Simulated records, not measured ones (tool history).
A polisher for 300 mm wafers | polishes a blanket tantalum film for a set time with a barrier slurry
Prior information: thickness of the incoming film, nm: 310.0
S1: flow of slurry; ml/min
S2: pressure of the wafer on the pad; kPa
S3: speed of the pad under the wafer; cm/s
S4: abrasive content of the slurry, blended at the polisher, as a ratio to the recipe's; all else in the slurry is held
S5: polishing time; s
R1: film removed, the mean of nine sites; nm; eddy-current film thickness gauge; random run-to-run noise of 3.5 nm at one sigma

{"run": 1, "day": 0.0, "S1": 290, "S2": 17.2, "S3": 92, "S4": 1, "S5": 78, "R1": 165.25}
{"run": 2, "day": 0.217, "S1": 290, "S2": 18.6, "S3": 92, "S4": 1, "S5": 78, "R1": 171.39}
{"run": 3, "day": 0.433, "S1": 290, "S2": 20, "S3": 92, "S4": 1, "S5": 78, "R1": 174.97}
{"run": 4, "day": 0.642, "S1": 290, "S2": 20.7, "S3": 96, "S4": 1, "S5": 78, "R1": 194.17}
{"run": 5, "day": 0.825, "S1": 290, "S2": 21.4, "S3": 96, "S4": 1, "S5": 78, "R1": 199.67}
{"run": 6, "day": 0.858, "S1": 345, "S2": 21.4, "S3": 96, "S4": 1, "S5": 78, "R1": 204.15}
{"run": 7, "day": 0.95, "S1": 345, "S2": 22.1, "S3": 96, "S4": 1, "S5": 78, "R1": 208.58}
{"run": 8, "day": 1.05, "S1": 345, "S2": 22.8, "S3": 96, "S4": 1, "S5": 78, "R1": 207.09}
{"run": 9, "day": 1.092, "S1": 345, "S2": 23.4, "S3": 98, "S4": 1, "S5": 78, "R1": 223.49}
{"run": 10, "day": 1.342, "S1": 345, "S2": 24.1, "S3": 98, "S4": 1, "S5": 78, "R1": 222.97}
{"run": 11, "day": 1.588, "S1": 345, "S2": 24.8, "S3": 98, "S4": 1, "S5": 78, "R1": 223.81}

Run 12 comes next. What will it give?
{"run": 12, "day": 1.85, "S1": 345, "S2": 25.5, "S3": 98, "S4": 1, "S5": 78, "R1": "?"}

{"run 12": {"R1": 236.82}}
